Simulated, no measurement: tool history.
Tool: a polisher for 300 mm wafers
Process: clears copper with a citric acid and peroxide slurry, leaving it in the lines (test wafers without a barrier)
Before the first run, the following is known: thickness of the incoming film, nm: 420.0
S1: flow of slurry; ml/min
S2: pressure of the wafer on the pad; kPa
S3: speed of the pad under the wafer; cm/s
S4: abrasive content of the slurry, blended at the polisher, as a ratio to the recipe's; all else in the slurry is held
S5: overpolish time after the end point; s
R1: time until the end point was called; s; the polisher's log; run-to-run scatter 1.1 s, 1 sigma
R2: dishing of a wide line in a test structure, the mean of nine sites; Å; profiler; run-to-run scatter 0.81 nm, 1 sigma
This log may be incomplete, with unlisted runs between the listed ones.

{"run": 1, "hour": 0.0, "S1": 275, "S2": 28.3, "S3": 132, "S4": 1.0, "S5": 19, "R1": 103.7, "R2": 436.0}
{"run": 2, "hour": 2.3, "S1": 275, "S2": 31.7, "S3": 132, "S4": 1.0, "S5": 19, "R1": 93.854, "R2": 463.64}
{"run": 3, "hour": 5.9, "S1": 275, "S2": 31.7, "S3": 156, "S4": 1.0, "S5": 19, "R1": 79.537, "R2": 527.12}
{"run": 4, "hour": 8.6, "S1": 275, "S2": 31.0, "S3": 156, "S4": 1.0, "S5": 21, "R1": 80.617, "R2": 548.15}
{"run": 5, "hour": 14.3, "S1": 275, "S2": 31.0, "S3": 140, "S4": 1.0, "S5": 21, "R1": 90.338, "R2": 527.09}
{"run": 6, "hour": 17.4, "S1": 275, "S2": 27.6, "S3": 140, "S4": 1.0, "S5": 21, "R1": 99.626, "R2": 467.08}
{"run": 7, "hour": 18.4, "S1": 275, "S2": 29.0, "S3": 138, "S4": 1.0, "S5": 23, "R1": 97.943, "R2": 523.73}
{"run": 8, "hour": 25.5, "S1": 275, "S2": 29.0, "S3": 138, "S4": 1.0, "S5": 23, "R1": 96.472, "R2": 520.64}

Forecast run 9:
{"run": 9, "hour": 27.5, "S1": 275, "S2": 29.0, "S3": 138, "S4": 1.0, "S5": 23, "R1": "?", "R2": "?"}

Run 9 gave R1 97.363 s, R2 517.55 Å.

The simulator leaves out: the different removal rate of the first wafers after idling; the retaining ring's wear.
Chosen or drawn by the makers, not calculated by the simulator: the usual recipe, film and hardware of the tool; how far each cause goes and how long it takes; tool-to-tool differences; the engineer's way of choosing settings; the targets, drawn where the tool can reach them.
